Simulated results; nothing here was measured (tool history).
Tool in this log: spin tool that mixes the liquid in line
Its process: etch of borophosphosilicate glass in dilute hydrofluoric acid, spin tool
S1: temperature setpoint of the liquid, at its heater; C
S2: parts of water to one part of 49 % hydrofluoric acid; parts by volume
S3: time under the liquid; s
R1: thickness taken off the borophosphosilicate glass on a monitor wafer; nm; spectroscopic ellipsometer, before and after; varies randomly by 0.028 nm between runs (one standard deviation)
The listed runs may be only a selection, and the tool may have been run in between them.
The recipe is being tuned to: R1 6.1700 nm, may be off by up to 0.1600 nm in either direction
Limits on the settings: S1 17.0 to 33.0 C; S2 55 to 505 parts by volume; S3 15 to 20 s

run 1 hour=0.0 | S1=25.0 S2=280 S3=20 | R1=2.4161
run 2 hour=1.3 | S1=22.5 S2=280 S3=20 | R1=2.2185
run 3 hour=8.4 | S1=25.5 S2=230 S3=20 | R1=3.1591
run 4 hour=15.1 | S1=28.0 S2=200 S3=20 | R1=4.1446
run 5 hour=16.9 | S1=29.5 S2=185 S3=20 | R1=4.8092
run 6 hour=19.1 | S1=29.5 S2=185 S3=15 | R1=3.5918
run 7 hour=20.6 | S1=29.5 S2=185 S3=15 | R1=3.5797
run 8 hour=26.8 | S1=30.5 S2=155 S3=15 | R1=4.5921
run 9 hour=34.5 | S1=30.5 S2=155 S3=15 | R1=4.5985
run 10 hour=38.1 | S1=30.5 S2=155 S3=15 | R1=4.6132
run 11 hour=43.2 | S1=31.0 S2=140 S3=15 | R1=5.2866
run 12 hour=49.6 | S1=33.0 S2=125 S3=15 | R1=6.4937

Below are 4 possible settings for the next run. Only one of them brings all results inside the allowed miss of their targets. Which is it?
run A hour=56.0 | S1=33.0 S2=130 S3=15 | R1=?
run B hour=56.0 | S1=31.0 S2=130 S3=15 | R1=?
run C hour=56.0 | S1=30.0 S2=160 S3=20 | R1=?
run D hour=56.0 | S1=33.0 S2=175 S3=20 | R1=?

move=A R1=6.1733
move=B R1=5.7465
move=C R1=5.7700
move=D R1=5.7423
A: every result within its allowed miss
B: carries the result that was furthest off beyond its target, to the other side
C: carries the result that was furthest off beyond its target, to the other side
D: carries the result that was furthest off beyond its target, to the other side
Move A is the one to make.
